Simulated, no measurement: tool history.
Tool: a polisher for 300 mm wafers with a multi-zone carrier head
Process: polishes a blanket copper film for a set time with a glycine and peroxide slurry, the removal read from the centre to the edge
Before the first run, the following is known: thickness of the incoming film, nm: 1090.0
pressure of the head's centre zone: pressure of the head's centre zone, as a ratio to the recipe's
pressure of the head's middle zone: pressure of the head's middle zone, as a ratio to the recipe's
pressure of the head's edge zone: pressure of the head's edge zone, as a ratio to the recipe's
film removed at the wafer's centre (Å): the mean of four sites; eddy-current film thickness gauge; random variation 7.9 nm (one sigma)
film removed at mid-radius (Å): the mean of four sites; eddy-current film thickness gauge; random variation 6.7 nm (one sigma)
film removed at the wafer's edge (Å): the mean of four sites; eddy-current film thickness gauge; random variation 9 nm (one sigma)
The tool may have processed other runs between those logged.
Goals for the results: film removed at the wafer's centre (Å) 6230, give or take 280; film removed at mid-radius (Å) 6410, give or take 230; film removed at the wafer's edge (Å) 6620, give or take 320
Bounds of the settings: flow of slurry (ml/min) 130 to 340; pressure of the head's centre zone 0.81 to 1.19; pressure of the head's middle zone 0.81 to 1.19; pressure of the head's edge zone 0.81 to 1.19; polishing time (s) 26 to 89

run,hour,flow of slurry (ml/min),pressure of the head's centre zone,pressure of the head's middle zone,pressure of the head's edge zone,polishing time (s),film removed at the wafer's centre (Å),film removed at mid-radius (Å),film removed at the wafer's edge (Å)
1,0,220,1,1,1,57,4245.3,4124.3,4200
2,5.3,225,1,1.02,1.04,64,4943.3,4644,4742.5
3,13.9,225,1,1.02,1.04,51,3875.2,3699.1,3833.4
4,15,225,0.96,1.02,1.06,62,4438.1,4477.5,4554.9
5,20.4,220,0.95,1.01,1.08,70,4982.7,4949.4,5238.6
6,28.9,220,0.95,1.01,1.08,78,5578.4,5705.4,5736.5
7,35.4,230,0.95,1.02,1.11,80,5665.4,5865.5,6083.8
# hour 40.2: worn pad replaced by a new one
8,40.2,235,0.96,1.03,1.12,81,6881.5,6894.8,7024.3
9,48.2,195,0.95,1.03,1.13,81,6378.6,6532.9,6939.5
10,52.2,205,0.95,1.03,1.12,81,6422.7,6584.6,6857.9
11,59.4,205,0.95,1.03,1.12,81,6543.7,6725.1,7005.7

Exactly one of the 5 candidate moves below puts every result within its allowed miss. Which one?
A,66.6,190,1.01,0.93,1.16,83,?,?,?
B,66.6,260,1.01,1.03,1.03,82,?,?,?
C,66.6,180,0.95,1.02,1.08,80,?,?,?
D,66.6,260,1.03,0.96,1.03,80,?,?,?
E,66.6,245,0.99,1.06,1.06,80,?,?,?

move,film removed at the wafer's centre (Å),film removed at mid-radius (Å),film removed at the wafer's edge (Å)
A,7074.1,6309.3,7194.9
B,7304.6,7063.2,7040.6
C,6358.1,6523.5,6730.8
D,7265.1,6493.1,6875.3
E,6934.8,7015.4,6892.1
A: puts the biggest miss on target and leaves a different result outside tolerance
B: the biggest miss grows against the last run
C: hits every target within its allowed miss
D: puts the biggest miss on target and leaves a different result outside tolerance
E: the biggest miss grows against the last run
C meets every target.
